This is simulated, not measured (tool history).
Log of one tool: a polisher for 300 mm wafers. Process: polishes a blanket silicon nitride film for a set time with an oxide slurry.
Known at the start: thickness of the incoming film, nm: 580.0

run    day  flow of slurry (ml/min)  pressure of the wafer on the pad (psi)  speed of the pad under the wafer (cm/s)  abrasive content of the slurry  polishing time (s)  film removed (Å)
  1  0.000                      190                                     3.8                                      128                            1.00                  29            262.80
  2  0.200                      190                                     3.1                                      116                            1.00                  29            218.19
  3  0.246                      190                                     2.7                                       98                            0.95                  29            171.51
  4  0.304                      190                                     2.1                                       98                            0.95                  29            151.05
  5  0.467                      190                                     2.1                                       98                            0.85                  29            142.55
  6  0.575                      160                                     2.1                                       98                            0.85                  29            138.83
  7  0.808                      155                                     2.0                                       94                            0.85                  29            129.61
  8  1.096                      150                                     1.9                                       94                            0.85                  29            128.60

Forecast run 9:
  9  1.388                      150                                     1.8                                       92                            0.85                  29                 ?

Run 9 gave film removed (Å) 120.18.
